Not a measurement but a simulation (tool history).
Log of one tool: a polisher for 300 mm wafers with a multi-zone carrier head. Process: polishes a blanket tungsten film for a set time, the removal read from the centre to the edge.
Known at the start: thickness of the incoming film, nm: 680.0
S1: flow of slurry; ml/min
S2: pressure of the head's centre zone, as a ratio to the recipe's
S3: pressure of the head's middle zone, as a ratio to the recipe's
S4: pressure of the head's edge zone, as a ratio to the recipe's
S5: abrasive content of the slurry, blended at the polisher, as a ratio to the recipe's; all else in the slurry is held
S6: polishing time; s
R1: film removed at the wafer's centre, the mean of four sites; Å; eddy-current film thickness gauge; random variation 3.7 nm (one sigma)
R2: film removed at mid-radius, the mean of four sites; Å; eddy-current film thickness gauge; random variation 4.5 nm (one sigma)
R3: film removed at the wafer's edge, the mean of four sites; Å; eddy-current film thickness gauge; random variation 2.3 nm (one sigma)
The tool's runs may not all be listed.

{"run": 1, "hour": 0.0, "S1": 260, "S2": 1, "S3": 1, "S4": 1, "S5": 1, "S6": 48, "R1": 2498.5, "R2": 2617.6, "R3": 2587.7}
{"run": 2, "hour": 2.2, "S1": 260, "S2": 1, "S3": 1, "S4": 0.95, "S5": 1, "S6": 48, "R1": 2537.7, "R2": 2579, "R3": 2486.4}
{"run": 3, "hour": 4.9, "S1": 260, "S2": 1, "S3": 1, "S4": 0.95, "S5": 1.15, "S6": 48, "R1": 2617.5, "R2": 2623.5, "R3": 2637}
{"run": 4, "hour": 8.1, "S1": 240, "S2": 1, "S3": 1, "S4": 0.95, "S5": 1.15, "S6": 48, "R1": 2632, "R2": 2729.7, "R3": 2624}
{"run": 5, "hour": 11.0, "S1": 235, "S2": 1.03, "S3": 1.02, "S4": 0.97, "S5": 1.2, "S6": 48, "R1": 2757.3, "R2": 2691.1, "R3": 2646.6}
{"run": 6, "hour": 13.3, "S1": 235, "S2": 1.03, "S3": 0.99, "S4": 0.97, "S5": 1.2, "S6": 48, "R1": 2786.4, "R2": 2722.9, "R3": 2678}
{"run": 7, "hour": 18.1, "S1": 220, "S2": 1.03, "S3": 1.02, "S4": 0.98, "S5": 1.25, "S6": 49, "R1": 2858.9, "R2": 2787, "R3": 2780.5}
{"run": 8, "hour": 25.9, "S1": 290, "S2": 1.07, "S3": 1.12, "S4": 1.03, "S5": 1.45, "S6": 50, "R1": 3167.2, "R2": 3341.3, "R3": 3012.3}

Run 9 comes next. What will it give?
{"run": 9, "hour": 30.6, "S1": 290, "S2": 1.07, "S3": 1.12, "S4": 1.04, "S5": 1.45, "S6": 50, "R1": "?", "R2": "?", "R3": "?"}

R1: 3152.4 Å
R2: 3270.3 Å
R3: 3080.2 Å
